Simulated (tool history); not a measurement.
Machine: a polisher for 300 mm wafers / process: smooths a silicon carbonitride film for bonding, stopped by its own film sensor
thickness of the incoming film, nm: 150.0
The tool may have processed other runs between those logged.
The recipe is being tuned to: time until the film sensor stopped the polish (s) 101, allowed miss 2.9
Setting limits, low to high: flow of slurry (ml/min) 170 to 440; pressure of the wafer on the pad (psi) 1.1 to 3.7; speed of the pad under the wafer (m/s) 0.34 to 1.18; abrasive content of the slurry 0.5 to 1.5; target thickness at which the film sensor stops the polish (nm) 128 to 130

run	hour	flow of slurry (ml/min)	pressure of the wafer on the pad (psi)	speed of the pad under the wafer (m/s)	abrasive content of the slurry	target thickness at which the film sensor stops the polish (nm)	time until the film sensor stopped the polish (s)
1	0	280	2.4	0.76	1	128	79.626
2	3.6	280	2.3	0.76	1	128	82.739
3	12.4	280	2.2	0.76	1	128	84.953
4	19.2	280	2.1	0.76	1	128	88.187
5	26.7	240	2.1	0.76	1	128	88.203
6	29.4	205	2.1	0.76	1	128	90.934
7	35.6	205	2	0.76	1	128	93.215
8	43.2	205	1.9	0.76	1	128	96.507

Which of these 5 next moves meets every target?
A	50.8	220	1.7	0.6	1.2	128	?
B	50.8	200	2	0.72	1	129	?
C	50.8	190	1.7	0.8	0.9	129	?
D	50.8	260	1.4	1	0.95	129	?
E	50.8	220	2	0.7	0.95	129	?

move	time until the film sensor stopped the polish (s)
A	105.04
B	91.893
C	101.45
D	93.221
E	94.091
A: carries the result that was furthest off beyond its target, to the other side
B: misses by more than the last run did
C: every result lands within tolerance
D: misses by more than the last run did
E: misses by more than the last run did
Correct choice: C, which meets every target

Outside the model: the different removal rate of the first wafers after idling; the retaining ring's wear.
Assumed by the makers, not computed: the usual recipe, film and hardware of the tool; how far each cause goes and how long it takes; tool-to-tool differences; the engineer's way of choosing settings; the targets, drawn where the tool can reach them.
